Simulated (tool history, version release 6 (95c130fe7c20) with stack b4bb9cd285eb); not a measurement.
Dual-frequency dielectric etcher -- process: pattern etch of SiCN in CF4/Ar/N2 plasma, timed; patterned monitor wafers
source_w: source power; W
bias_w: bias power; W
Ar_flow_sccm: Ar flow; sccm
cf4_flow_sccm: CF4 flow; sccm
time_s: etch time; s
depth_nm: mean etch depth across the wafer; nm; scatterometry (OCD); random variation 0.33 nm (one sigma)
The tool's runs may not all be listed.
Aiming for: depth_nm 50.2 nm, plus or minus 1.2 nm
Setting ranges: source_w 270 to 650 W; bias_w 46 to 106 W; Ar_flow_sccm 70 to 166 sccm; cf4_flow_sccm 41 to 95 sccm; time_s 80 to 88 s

run    day  source_w  bias_w  Ar_flow_sccm  cf4_flow_sccm  time_s  depth_nm
  1      0       460      76           118             68      88    75.453
  2  0.071       430      74           119             68      88    70.259
  3  0.175       390      74           119             68      88    62.638
  4  0.542       470      74           119             68      88    76.028
  5  0.588       440      74           119             68      88    70.894
  6  0.617       440      74           119             75      88    70.861
  7  0.896       410      74           119             75      88    66.496
  8  1.225       390      74           119             75      88    63.219
  9  1.554       370      74           119             75      88    59.415
 10  1.879       360      74           119             75      88    56.964
 11  2.054       350      74           119             75      88     55.38
 12  2.342       340      74           119             75      88    53.979

Exactly one of the 4 candidate moves below puts every result within its allowed miss. Which one?
  A  2.629       400      71           109             90      80         ?
  B  2.629       320      78           112             74    81.5         ?
  C  2.629       330      71           108             76    83.5         ?
  D  2.629       330      73           114             80      80         ?

move  depth_nm
   A    60.647
   B    47.973
   C     50.26
   D    48.279
A: the biggest miss grows against the last run
B: moves the result that the last run missed by most past its target, out the other side
C: meets every target
D: moves the result that the last run missed by most past its target, out the other side
Go with C: it meets all targets.

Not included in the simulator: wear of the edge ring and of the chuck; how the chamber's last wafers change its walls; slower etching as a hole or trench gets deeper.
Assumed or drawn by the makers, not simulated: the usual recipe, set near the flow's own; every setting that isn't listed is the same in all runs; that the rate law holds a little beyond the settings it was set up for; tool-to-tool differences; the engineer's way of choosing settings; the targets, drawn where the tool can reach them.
